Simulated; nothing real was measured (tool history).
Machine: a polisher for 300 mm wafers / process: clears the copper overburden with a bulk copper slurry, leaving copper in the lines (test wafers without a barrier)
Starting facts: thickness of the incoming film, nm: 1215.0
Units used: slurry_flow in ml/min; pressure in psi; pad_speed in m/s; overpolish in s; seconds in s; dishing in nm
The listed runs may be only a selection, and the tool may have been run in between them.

run,hour,slurry_flow,pressure,pad_speed,slurry_solids,overpolish,seconds,dishing
1,0.0,180,2.9,1.20,1.00,25,98.373,130.380
2,5.0,180,2.9,1.20,1.00,20,97.545,114.830
3,12.4,175,2.6,1.20,1.00,18,109.970,102.560
4,15.2,175,2.6,1.20,0.90,18,113.160,97.400
5,15.9,175,2.6,1.40,0.90,18,96.503,110.010
6,22.0,205,2.6,1.40,0.90,18,93.706,109.520
7,23.7,220,2.3,1.38,0.80,16,110.940,93.903
8,25.4,235,2.1,1.38,0.75,14,122.440,77.160
9,29.6,260,1.3,1.34,0.70,10,199.930,38.303
10,32.0,260,1.4,1.34,0.70,11,187.480,44.786
11,34.9,260,1.5,1.34,0.70,11,175.830,48.182
12,40.0,265,1.6,1.34,0.70,13,165.340,55.927
# hour 44.2: head pressure recalibrated
13,44.2,260,1.6,1.34,0.70,13,181.750,52.550
14,45.9,255,1.6,1.34,0.70,13,181.430,52.944
15,53.3,255,1.6,1.34,0.70,12,183.250,48.623
16,59.2,260,1.6,1.34,0.70,12,179.480,48.683

Run 17 has not been measured yet. What should we expect?
17,61.9,255,1.6,1.34,0.70,12,?,?

{"run 17": {"seconds": 181.85, "dishing": 48.323}}
